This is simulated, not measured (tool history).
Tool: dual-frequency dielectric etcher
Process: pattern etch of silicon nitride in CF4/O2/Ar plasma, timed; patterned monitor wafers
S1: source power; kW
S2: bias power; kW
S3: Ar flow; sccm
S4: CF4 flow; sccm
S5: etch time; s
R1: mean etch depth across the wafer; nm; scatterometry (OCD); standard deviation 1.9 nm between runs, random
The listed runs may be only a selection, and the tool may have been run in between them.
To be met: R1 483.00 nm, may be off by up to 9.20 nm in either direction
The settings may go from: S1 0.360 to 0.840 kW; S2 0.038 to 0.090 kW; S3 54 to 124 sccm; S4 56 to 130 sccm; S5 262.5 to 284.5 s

{"run": 1, "hour": 0.0, "S1": 0.6, "S2": 0.064, "S3": 89, "S4": 93, "S5": 284.5, "R1": 630.1}
{"run": 2, "hour": 4.9, "S1": 0.58, "S2": 0.064, "S3": 89, "S4": 93, "S5": 284.5, "R1": 603.91}
{"run": 3, "hour": 7.5, "S1": 0.58, "S2": 0.064, "S3": 89, "S4": 79, "S5": 284.5, "R1": 586.41}
{"run": 4, "hour": 12.7, "S1": 0.58, "S2": 0.06, "S3": 89, "S4": 79, "S5": 284.5, "R1": 570.37}
{"run": 5, "hour": 14.1, "S1": 0.57, "S2": 0.06, "S3": 89, "S4": 79, "S5": 284.5, "R1": 563.74}
{"run": 6, "hour": 21.3, "S1": 0.56, "S2": 0.06, "S3": 89, "S4": 79, "S5": 284.5, "R1": 549.49}
{"run": 7, "hour": 28.9, "S1": 0.55, "S2": 0.06, "S3": 89, "S4": 79, "S5": 284.5, "R1": 541.36}
{"run": 8, "hour": 34.3, "S1": 0.54, "S2": 0.06, "S3": 89, "S4": 79, "S5": 284.5, "R1": 534.11}
{"run": 9, "hour": 39.0, "S1": 0.53, "S2": 0.06, "S3": 89, "S4": 79, "S5": 284.5, "R1": 524.06}
{"run": 10, "hour": 43.1, "S1": 0.52, "S2": 0.06, "S3": 89, "S4": 79, "S5": 284.5, "R1": 509.53}
{"run": 11, "hour": 49.4, "S1": 0.48, "S2": 0.06, "S3": 89, "S4": 79, "S5": 284.5, "R1": 471.49}

Consider the 5 candidate settings below. Which is the only one whose results all fall within their allowed miss of target?
{"run": "A", "hour": 55.7, "S1": 0.51, "S2": 0.06, "S3": 81, "S4": 85, "S5": 281.0, "R1": "?"}
{"run": "B", "hour": 55.7, "S1": 0.51, "S2": 0.047, "S3": 67, "S4": 76, "S5": 273.0, "R1": "?"}
{"run": "C", "hour": 55.7, "S1": 0.51, "S2": 0.062, "S3": 88, "S4": 71, "S5": 284.5, "R1": "?"}
{"run": "D", "hour": 55.7, "S1": 0.49, "S2": 0.066, "S3": 87, "S4": 90, "S5": 266.0, "R1": "?"}
{"run": "E", "hour": 55.7, "S1": 0.48, "S2": 0.061, "S3": 82, "S4": 80, "S5": 272.5, "R1": "?"}

move=A R1=512.12
move=B R1=461.40
move=C R1=499.23
move=D R1=481.15
move=E R1=462.82
A: takes the biggest miss from the last run beyond its target
B: its largest miss is bigger than the last run's
C: takes the biggest miss from the last run beyond its target
D: every result lands within tolerance
E: its largest miss is bigger than the last run's
Go with D: it meets all targets.
